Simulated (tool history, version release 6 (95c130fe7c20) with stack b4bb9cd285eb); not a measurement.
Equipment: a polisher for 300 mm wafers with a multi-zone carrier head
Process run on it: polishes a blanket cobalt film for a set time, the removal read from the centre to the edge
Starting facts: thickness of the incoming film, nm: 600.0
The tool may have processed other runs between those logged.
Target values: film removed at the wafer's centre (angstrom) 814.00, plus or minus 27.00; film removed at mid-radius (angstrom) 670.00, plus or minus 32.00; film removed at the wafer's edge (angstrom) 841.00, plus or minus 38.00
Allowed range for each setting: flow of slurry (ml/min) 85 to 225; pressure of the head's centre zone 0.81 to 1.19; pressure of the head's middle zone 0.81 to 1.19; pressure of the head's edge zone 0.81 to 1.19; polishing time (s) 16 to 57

run,hour,flow of slurry (ml/min),pressure of the head's centre zone,pressure of the head's middle zone,pressure of the head's edge zone,polishing time (s),film removed at the wafer's centre (angstrom),film removed at mid-radius (angstrom),film removed at the wafer's edge (angstrom)
1,0.0,145,1.00,1.00,1.00,36,1265.30,1263.20,1323.00
2,7.1,145,1.00,1.00,1.00,27,957.62,972.57,963.74
3,14.4,145,1.00,1.00,0.92,27,962.78,952.68,929.57
4,18.8,145,1.00,1.00,0.92,34,1213.90,1179.00,1187.50
5,21.0,160,1.00,1.00,0.92,34,1252.10,1214.60,1185.60
6,28.3,160,1.00,1.00,0.85,34,1253.20,1200.60,1136.10
7,30.5,135,1.01,0.94,0.88,31,1113.30,1013.30,1052.80
8,32.1,120,1.02,0.90,0.90,28,969.37,856.94,915.12
9,35.8,110,1.03,0.87,0.95,27,903.07,779.13,912.31

Next run, 4 choices. One meets every target within its allowed miss, the rest don't. Which?
A,39.5,130,1.01,0.81,1.03,23,?,?,?
B,39.5,90,1.01,0.81,1.09,24,?,?,?
C,39.5,85,1.11,0.81,1.07,29,?,?,?
D,39.5,85,0.92,0.89,1.07,27,?,?,?

move,film removed at the wafer's centre (angstrom),film removed at mid-radius (angstrom),film removed at the wafer's edge (angstrom)
A,806.39,654.80,832.30
B,738.44,609.80,826.87
C,955.59,719.89,975.37
D,736.76,724.88,907.14
A: all results land within tolerance of their targets
B: takes the biggest miss from the last run beyond its target
C: its largest miss is bigger than the last run's
D: nearer the targets than the last run, but a result is still out of spec
The move that meets every target is A.

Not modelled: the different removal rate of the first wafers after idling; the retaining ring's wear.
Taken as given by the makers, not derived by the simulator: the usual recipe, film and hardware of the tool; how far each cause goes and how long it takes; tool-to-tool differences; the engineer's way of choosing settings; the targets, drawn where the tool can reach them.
